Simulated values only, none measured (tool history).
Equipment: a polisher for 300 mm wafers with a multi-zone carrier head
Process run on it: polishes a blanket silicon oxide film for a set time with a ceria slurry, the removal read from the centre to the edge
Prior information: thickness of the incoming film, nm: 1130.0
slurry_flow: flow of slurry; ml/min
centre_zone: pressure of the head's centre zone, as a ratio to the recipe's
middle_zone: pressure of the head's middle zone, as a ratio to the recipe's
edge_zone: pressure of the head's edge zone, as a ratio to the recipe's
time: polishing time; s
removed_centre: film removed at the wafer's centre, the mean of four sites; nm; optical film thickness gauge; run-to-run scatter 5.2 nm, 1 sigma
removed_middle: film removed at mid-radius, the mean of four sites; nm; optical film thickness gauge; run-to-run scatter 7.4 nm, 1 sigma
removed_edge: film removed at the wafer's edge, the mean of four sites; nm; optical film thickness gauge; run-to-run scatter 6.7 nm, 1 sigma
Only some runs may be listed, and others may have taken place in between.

Run 1, hour 0.0: slurry_flow 120 ml/min, centre_zone 1.00, middle_zone 1.00, edge_zone 1.00, time 60 s. Result: removed_centre 360.78 nm, removed_middle 362.34 nm, removed_edge 351.84 nm.
Run 2, hour 6.4: slurry_flow 125 ml/min, centre_zone 1.02, middle_zone 1.01, edge_zone 1.02, time 62 s. Result: removed_centre 373.90 nm, removed_middle 373.46 nm, removed_edge 362.50 nm.
Run 3, hour 14.4: slurry_flow 125 ml/min, centre_zone 0.97, middle_zone 1.01, edge_zone 1.02, time 62 s. Result: removed_centre 358.63 nm, removed_middle 379.09 nm, removed_edge 364.60 nm.
Run 4, hour 17.0: slurry_flow 125 ml/min, centre_zone 0.89, middle_zone 1.01, edge_zone 1.02, time 62 s. Result: removed_centre 334.04 nm, removed_middle 373.80 nm, removed_edge 353.02 nm.
Run 5, hour 19.5: slurry_flow 105 ml/min, centre_zone 0.89, middle_zone 1.01, edge_zone 1.02, time 62 s. Result: removed_centre 321.01 nm, removed_middle 366.13 nm, removed_edge 355.68 nm.
Run 6, hour 23.1: slurry_flow 110 ml/min, centre_zone 0.94, middle_zone 1.02, edge_zone 1.02, time 65 s. Result: removed_centre 354.84 nm, removed_middle 375.91 nm, removed_edge 373.15 nm.

Run 7, settings as shown, results not yet in. Your forecast:
Run 7, hour 28.9: slurry_flow 120 ml/min, centre_zone 0.97, middle_zone 1.03, edge_zone 1.02, time 68 s. Result: removed_centre ?, removed_middle ?, removed_edge ?.

Run 7 produced removed_centre 391.65 nm, removed_middle 409.21 nm, removed_edge 405.03 nm.
